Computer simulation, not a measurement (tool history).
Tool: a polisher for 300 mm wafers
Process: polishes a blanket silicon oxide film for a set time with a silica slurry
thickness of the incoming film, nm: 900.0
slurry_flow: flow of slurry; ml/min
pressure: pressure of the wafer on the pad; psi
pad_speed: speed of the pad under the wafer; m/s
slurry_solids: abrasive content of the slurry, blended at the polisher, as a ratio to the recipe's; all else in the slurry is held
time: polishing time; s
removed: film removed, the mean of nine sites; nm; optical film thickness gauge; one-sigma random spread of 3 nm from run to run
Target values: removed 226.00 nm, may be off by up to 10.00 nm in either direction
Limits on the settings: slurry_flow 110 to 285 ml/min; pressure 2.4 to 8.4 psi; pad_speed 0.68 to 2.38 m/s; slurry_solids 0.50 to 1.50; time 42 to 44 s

{"run": 1, "day": 0.0, "slurry_flow": 180, "pressure": 5.4, "pad_speed": 1.52, "slurry_solids": 1.0, "time": 42, "removed": 267.48}
{"run": 2, "day": 0.175, "slurry_flow": 180, "pressure": 5.4, "pad_speed": 1.52, "slurry_solids": 1.0, "time": 42, "removed": 267.6}
{"run": 3, "day": 0.412, "slurry_flow": 180, "pressure": 6.2, "pad_speed": 1.52, "slurry_solids": 1.0, "time": 42, "removed": 306.34}
{"run": 4, "day": 0.717, "slurry_flow": 180, "pressure": 5.1, "pad_speed": 1.52, "slurry_solids": 1.0, "time": 42, "removed": 253.27}
{"run": 5, "day": 0.808, "slurry_flow": 180, "pressure": 5.1, "pad_speed": 1.22, "slurry_solids": 1.0, "time": 42, "removed": 210.84}
{"run": 6, "day": 0.958, "slurry_flow": 180, "pressure": 5.1, "pad_speed": 0.9, "slurry_solids": 1.0, "time": 42, "removed": 162.4}
{"run": 7, "day": 1.233, "slurry_flow": 180, "pressure": 5.1, "pad_speed": 0.9, "slurry_solids": 1.0, "time": 42, "removed": 163.55}
{"run": 8, "day": 1.604, "slurry_flow": 180, "pressure": 5.4, "pad_speed": 0.9, "slurry_solids": 1.0, "time": 42, "removed": 176.92}
{"run": 9, "day": 1.875, "slurry_flow": 180, "pressure": 5.6, "pad_speed": 0.9, "slurry_solids": 1.0, "time": 42, "removed": 182.52}

Below are 5 possible settings for the next run. Only one of them brings all results inside the allowed miss of their targets. Which is it?
{"run": "A", "day": 2.146, "slurry_flow": 175, "pressure": 6.0, "pad_speed": 1.02, "slurry_solids": 1.0, "time": 44, "removed": "?"}
{"run": "B", "day": 2.146, "slurry_flow": 235, "pressure": 5.6, "pad_speed": 1.2, "slurry_solids": 1.0, "time": 44, "removed": "?"}
{"run": "C", "day": 2.146, "slurry_flow": 110, "pressure": 6.0, "pad_speed": 0.92, "slurry_solids": 1.15, "time": 44, "removed": "?"}
{"run": "D", "day": 2.146, "slurry_flow": 150, "pressure": 4.5, "pad_speed": 1.02, "slurry_solids": 1.4, "time": 44, "removed": "?"}
{"run": "E", "day": 2.146, "slurry_flow": 210, "pressure": 6.4, "pad_speed": 1.08, "slurry_solids": 1.0, "time": 44, "removed": "?"}

move=A removed=222.88
move=B removed=246.98
move=C removed=205.18
move=D removed=199.16
move=E removed=254.26
A: each result inside its tolerance
B: the result that was furthest off in the last run now lies on the other side of its target
C: moves toward the targets from the last run without getting all of them in spec
D: moves toward the targets from the last run without getting all of them in spec
E: the result that was furthest off in the last run now lies on the other side of its target
The right move is A.
